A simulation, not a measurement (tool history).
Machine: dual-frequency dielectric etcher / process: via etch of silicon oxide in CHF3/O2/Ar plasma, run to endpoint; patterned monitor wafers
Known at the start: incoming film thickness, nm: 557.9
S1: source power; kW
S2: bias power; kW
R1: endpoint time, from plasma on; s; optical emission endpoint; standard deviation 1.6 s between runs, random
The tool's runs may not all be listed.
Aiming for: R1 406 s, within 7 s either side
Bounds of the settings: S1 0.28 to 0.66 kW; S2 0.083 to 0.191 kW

| run | hour | S1 | S2 | R1 |
|---|---|---|---|---|
| 1 | 0 | 0.47 | 0.137 | 345.25 |
| 2 | 3.7 | 0.45 | 0.136 | 351.54 |
| 3 | 4.5 | 0.45 | 0.116 | 369.8 |
| 4 | 5.1 | 0.45 | 0.108 | 379.26 |
| 5 | 11.3 | 0.44 | 0.108 | 380.77 |
| 6 | 12.6 | 0.43 | 0.108 | 381.71 |
| 7 | 15.5 | 0.35 | 0.104 | 413.89 |
| 8 | 19.9 | 0.35 | 0.104 | 417.15 |

5 candidate next runs follow, results not yet known. Just one meets every target within its allowed miss. Identify it.
| A | 24.3 | 0.33 | 0.107 | ? |
| B | 24.3 | 0.3 | 0.111 | ? |
| C | 24.3 | 0.29 | 0.107 | ? |
| D | 24.3 | 0.35 | 0.103 | ? |
| E | 24.3 | 0.4 | 0.099 | ? |

| move | R1 |
|---|---|
| A | 420.92 |
| B | 429.05 |
| C | 439.08 |
| D | 417.91 |
| E | 404.51 |
A: moves away from the targets compared with the last run
B: moves away from the targets compared with the last run
C: moves away from the targets compared with the last run
D: moves away from the targets compared with the last run
E: meets every target
Correct choice: E, which meets every target

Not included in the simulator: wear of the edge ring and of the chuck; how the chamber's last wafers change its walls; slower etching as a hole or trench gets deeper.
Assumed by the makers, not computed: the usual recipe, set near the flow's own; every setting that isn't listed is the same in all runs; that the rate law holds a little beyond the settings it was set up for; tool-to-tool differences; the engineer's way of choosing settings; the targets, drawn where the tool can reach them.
